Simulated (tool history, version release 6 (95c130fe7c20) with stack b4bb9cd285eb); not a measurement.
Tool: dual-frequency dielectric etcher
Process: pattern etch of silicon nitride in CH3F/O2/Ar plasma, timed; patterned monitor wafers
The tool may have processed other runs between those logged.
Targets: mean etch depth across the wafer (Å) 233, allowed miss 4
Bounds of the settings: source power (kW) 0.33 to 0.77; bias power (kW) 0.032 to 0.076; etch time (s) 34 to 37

run,day,source power (kW),bias power (kW),etch time (s),mean etch depth across the wafer (Å)
1,0,0.55,0.054,37,269.46
2,0.35,0.55,0.054,37,271.31
3,0.646,0.55,0.051,37,266.55
4,0.7,0.55,0.057,37,272.71
5,0.867,0.55,0.057,37,273.54
6,1.012,0.52,0.056,37,266.92
7,1.308,0.49,0.055,37,262.33
8,1.679,0.49,0.055,37,262.43
9,1.817,0.47,0.054,37,257.93
10,1.867,0.45,0.053,37,254.57
11,1.983,0.43,0.052,37,249
12,2.15,0.42,0.052,37,250.02
13,2.175,0.41,0.051,37,245.16
14,2.242,0.4,0.051,37,244.21
15,2.329,0.39,0.051,37,244.39
16,2.421,0.38,0.05,37,240.17
17,2.525,0.37,0.05,37,241.28
18,2.692,0.37,0.049,37,237.98

5 candidate next runs follow, results not yet known. Just one meets every target within its allowed miss. Identify it.
A,2.858,0.43,0.044,34.5,?
B,2.858,0.36,0.052,34.5,?
C,2.858,0.41,0.053,37,?
D,2.858,0.39,0.044,35.5,?
E,2.858,0.33,0.063,35.5,?

move,mean etch depth across the wafer (Å)
A,225.61
B,221.99
C,246.93
D,226.3
E,232.26
A: the result that was furthest off in the last run now lies on the other side of its target
B: the result that was furthest off in the last run now lies on the other side of its target
C: the biggest miss grows against the last run
D: the result that was furthest off in the last run now lies on the other side of its target
E: all results land within tolerance of their targets
Answer: E
